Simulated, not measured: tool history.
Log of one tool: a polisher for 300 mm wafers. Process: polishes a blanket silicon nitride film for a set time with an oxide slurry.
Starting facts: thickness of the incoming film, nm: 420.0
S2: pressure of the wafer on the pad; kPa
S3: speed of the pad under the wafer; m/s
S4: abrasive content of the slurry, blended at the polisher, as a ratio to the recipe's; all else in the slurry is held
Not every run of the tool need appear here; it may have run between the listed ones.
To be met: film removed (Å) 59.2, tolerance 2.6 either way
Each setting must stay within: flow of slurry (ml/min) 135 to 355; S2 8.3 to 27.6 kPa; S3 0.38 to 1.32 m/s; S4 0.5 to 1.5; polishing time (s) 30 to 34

Run 1, hour 0: flow of slurry (ml/min) 225, S2 17.9 kPa, S3 0.84 m/s, S4 1, polishing time (s) 34. Result: film removed (Å) 121.45.
Run 2, hour 3.3: flow of slurry (ml/min) 225, S2 15.9 kPa, S3 0.8 m/s, S4 1, polishing time (s) 34. Result: film removed (Å) 106.06.
Run 3, hour 11.3: flow of slurry (ml/min) 225, S2 15.9 kPa, S3 0.8 m/s, S4 0.8, polishing time (s) 34. Result: film removed (Å) 94.368.
Run 4, hour 15.1: flow of slurry (ml/min) 225, S2 15.9 kPa, S3 0.8 m/s, S4 0.6, polishing time (s) 34. Result: film removed (Å) 75.448.
Run 5, hour 21.8: flow of slurry (ml/min) 225, S2 15.9 kPa, S3 0.8 m/s, S4 0.7, polishing time (s) 34. Result: film removed (Å) 84.41.
Run 6, hour 27.8: flow of slurry (ml/min) 225, S2 14.5 kPa, S3 0.8 m/s, S4 0.7, polishing time (s) 34. Result: film removed (Å) 78.172.
Run 7, hour 29.7: flow of slurry (ml/min) 225, S2 13.1 kPa, S3 0.8 m/s, S4 0.7, polishing time (s) 34. Result: film removed (Å) 69.856.
Run 8, hour 37.3: flow of slurry (ml/min) 225, S2 12.4 kPa, S3 0.8 m/s, S4 0.7, polishing time (s) 34. Result: film removed (Å) 67.599.
Run 9, hour 43.6: flow of slurry (ml/min) 225, S2 9.7 kPa, S3 0.78 m/s, S4 0.7, polishing time (s) 34. Result: film removed (Å) 50.986.
Run 10, hour 45.5: flow of slurry (ml/min) 225, S2 10.3 kPa, S3 0.78 m/s, S4 0.7, polishing time (s) 34. Result: film removed (Å) 54.342.

Which of these 5 next moves meets every target?
Run A, hour 47.4: flow of slurry (ml/min) 265, S2 11.7 kPa, S3 0.64 m/s, S4 0.6, polishing time (s) 33. Result: film removed (Å) ?.
Run B, hour 47.4: flow of slurry (ml/min) 205, S2 10.3 kPa, S3 0.78 m/s, S4 0.75, polishing time (s) 30. Result: film removed (Å) ?.
Run C, hour 47.4: flow of slurry (ml/min) 170, S2 9 kPa, S3 0.8 m/s, S4 1.05, polishing time (s) 30. Result: film removed (Å) ?.
Run D, hour 47.4: flow of slurry (ml/min) 210, S2 11 kPa, S3 0.82 m/s, S4 0.6, polishing time (s) 34. Result: film removed (Å) ?.
Run E, hour 47.4: flow of slurry (ml/min) 205, S2 9 kPa, S3 0.96 m/s, S4 0.8, polishing time (s) 33. Result: film removed (Å) ?.

move  film removed (Å)
   A            46.895
   B            50.338
   C            53.776
   D            52.973
   E            58.583
A: misses by more than the last run did
B: misses by more than the last run did
C: misses by more than the last run did
D: misses by more than the last run did
E: each result inside its tolerance
Move E is the one to make.

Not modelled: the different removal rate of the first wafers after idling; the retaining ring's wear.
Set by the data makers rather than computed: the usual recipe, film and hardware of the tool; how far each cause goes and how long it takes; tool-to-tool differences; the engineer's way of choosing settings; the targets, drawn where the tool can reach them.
